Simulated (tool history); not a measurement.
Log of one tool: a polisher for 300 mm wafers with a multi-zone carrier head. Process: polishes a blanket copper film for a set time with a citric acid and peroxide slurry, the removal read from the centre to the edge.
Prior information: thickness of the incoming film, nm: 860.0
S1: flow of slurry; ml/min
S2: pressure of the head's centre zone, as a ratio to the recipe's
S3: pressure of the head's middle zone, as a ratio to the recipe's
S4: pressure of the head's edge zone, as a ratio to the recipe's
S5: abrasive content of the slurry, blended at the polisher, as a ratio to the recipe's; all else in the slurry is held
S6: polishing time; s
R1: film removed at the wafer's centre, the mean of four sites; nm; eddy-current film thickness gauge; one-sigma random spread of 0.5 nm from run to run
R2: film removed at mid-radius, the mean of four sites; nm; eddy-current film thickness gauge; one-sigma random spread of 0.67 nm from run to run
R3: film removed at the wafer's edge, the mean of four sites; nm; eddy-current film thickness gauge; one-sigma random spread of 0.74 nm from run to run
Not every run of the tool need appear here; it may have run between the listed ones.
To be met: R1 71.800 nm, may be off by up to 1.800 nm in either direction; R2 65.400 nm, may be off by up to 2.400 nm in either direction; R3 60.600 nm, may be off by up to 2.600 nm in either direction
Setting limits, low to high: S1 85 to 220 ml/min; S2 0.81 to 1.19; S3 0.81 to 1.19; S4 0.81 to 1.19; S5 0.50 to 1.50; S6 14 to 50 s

Run 1, hour 0.0: S1 140 ml/min, S2 1.00, S3 1.00, S4 1.00, S5 1.00, S6 32 s. Result: R1 44.554 nm, R2 52.003 nm, R3 52.032 nm.
Run 2, hour 3.4: S1 140 ml/min, S2 1.00, S3 1.00, S4 1.00, S5 1.00, S6 28 s. Result: R1 39.192 nm, R2 45.484 nm, R3 45.858 nm.
Run 3, hour 11.7: S1 150 ml/min, S2 1.03, S3 1.00, S4 0.98, S5 1.05, S6 29 s. Result: R1 42.554 nm, R2 47.877 nm, R3 47.898 nm.
Run 4, hour 20.2: S1 160 ml/min, S2 1.06, S3 1.00, S4 0.95, S5 1.10, S6 30 s. Result: R1 46.573 nm, R2 51.104 nm, R3 49.002 nm.
Run 5, hour 27.1: S1 170 ml/min, S2 1.08, S3 0.99, S4 0.94, S5 1.15, S6 31 s. Result: R1 49.782 nm, R2 52.845 nm, R3 52.514 nm.
Run 6, hour 35.5: S1 170 ml/min, S2 1.08, S3 0.99, S4 0.94, S5 1.05, S6 31 s. Result: R1 48.420 nm, R2 51.507 nm, R3 49.975 nm.
Run 7, hour 36.5: S1 180 ml/min, S2 1.10, S3 0.98, S4 0.92, S5 1.10, S6 32 s. Result: R1 51.614 nm, R2 54.659 nm, R3 53.380 nm.
Run 8, hour 40.0: S1 170 ml/min, S2 1.11, S3 0.98, S4 0.90, S5 1.15, S6 33 s. Result: R1 54.160 nm, R2 55.387 nm, R3 55.007 nm.
At hour 46.2: centre zone pressure recalibrated.
Run 9, hour 46.2: S1 180 ml/min, S2 1.12, S3 0.98, S4 0.89, S5 1.20, S6 33 s. Result: R1 62.795 nm, R2 56.486 nm, R3 54.358 nm.
Run 10, hour 53.5: S1 185 ml/min, S2 1.12, S3 0.99, S4 0.90, S5 1.20, S6 33 s. Result: R1 63.151 nm, R2 56.188 nm, R3 53.858 nm.
Run 11, hour 55.6: S1 185 ml/min, S2 1.11, S3 1.00, S4 0.91, S5 1.20, S6 34 s. Result: R1 64.183 nm, R2 58.101 nm, R3 57.009 nm.
Run 12, hour 57.8: S1 185 ml/min, S2 1.10, S3 1.01, S4 0.91, S5 1.20, S6 35 s. Result: R1 66.063 nm, R2 61.724 nm, R3 58.897 nm.
Run 13, hour 66.8: S1 190 ml/min, S2 1.10, S3 1.01, S4 0.91, S5 1.20, S6 35 s. Result: R1 66.129 nm, R2 62.444 nm, R3 58.622 nm.

Exactly one of the 4 candidate moves below puts every result within its allowed miss. Which one?
Run A, hour 75.8: S1 220 ml/min, S2 1.10, S3 0.99, S4 0.86, S5 1.10, S6 38 s. Result: R1 ?, R2 ?, R3 ?.
Run B, hour 75.8: S1 195 ml/min, S2 1.06, S3 1.01, S4 0.87, S5 1.25, S6 35 s. Result: R1 ?, R2 ?, R3 ?.
Run C, hour 75.8: S1 185 ml/min, S2 0.96, S3 1.07, S4 0.88, S5 0.80, S6 38 s. Result: R1 ?, R2 ?, R3 ?.
Run D, hour 75.8: S1 190 ml/min, S2 1.03, S3 0.95, S4 0.93, S5 0.90, S6 39 s. Result: R1 ?, R2 ?, R3 ?.

move      R1      R2      R3
   A  71.995  66.110  63.055
   B  64.475  62.609  59.217
   C  57.781  65.172  59.022
   D  65.243  61.993  63.737
A: in spec on every target
B: lands further from the targets than the last run did
C: lands further from the targets than the last run did
D: lands further from the targets than the last run did
Go with A: it meets all targets.
